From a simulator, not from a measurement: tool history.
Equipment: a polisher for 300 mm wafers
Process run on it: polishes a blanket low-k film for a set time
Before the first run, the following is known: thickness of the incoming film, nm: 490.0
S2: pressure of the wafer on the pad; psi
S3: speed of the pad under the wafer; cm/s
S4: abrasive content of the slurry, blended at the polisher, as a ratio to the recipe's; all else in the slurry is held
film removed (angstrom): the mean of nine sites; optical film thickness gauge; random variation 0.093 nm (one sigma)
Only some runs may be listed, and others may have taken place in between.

Run 1, hour 0.0: flow of slurry (ml/min) 300, S2 1.4 psi, S3 110 cm/s, S4 1.0, polishing time (s) 18. Result: film removed (angstrom) 38.950.
Run 2, hour 4.9: flow of slurry (ml/min) 300, S2 1.5 psi, S3 110 cm/s, S4 1.0, polishing time (s) 18. Result: film removed (angstrom) 40.730.
Run 3, hour 5.7: flow of slurry (ml/min) 300, S2 1.5 psi, S3 110 cm/s, S4 0.9, polishing time (s) 18. Result: film removed (angstrom) 37.435.
Run 4, hour 8.4: flow of slurry (ml/min) 300, S2 1.5 psi, S3 110 cm/s, S4 0.9, polishing time (s) 16. Result: film removed (angstrom) 33.838.
Run 5, hour 14.0: flow of slurry (ml/min) 300, S2 1.6 psi, S3 114 cm/s, S4 0.9, polishing time (s) 16. Result: film removed (angstrom) 36.664.
Run 6, hour 23.0: flow of slurry (ml/min) 300, S2 1.7 psi, S3 120 cm/s, S4 0.9, polishing time (s) 16. Result: film removed (angstrom) 39.168.

Run 7 has not been measured yet. What should we expect?
At hour 27.6: conditioning disc replaced and pad reconditioned.
Run 7, hour 27.6: flow of slurry (ml/min) 300, S2 1.7 psi, S3 126 cm/s, S4 0.9, polishing time (s) 16. Result: film removed (angstrom) ?.

{"run 7": {"film removed (angstrom)": 52.999}}

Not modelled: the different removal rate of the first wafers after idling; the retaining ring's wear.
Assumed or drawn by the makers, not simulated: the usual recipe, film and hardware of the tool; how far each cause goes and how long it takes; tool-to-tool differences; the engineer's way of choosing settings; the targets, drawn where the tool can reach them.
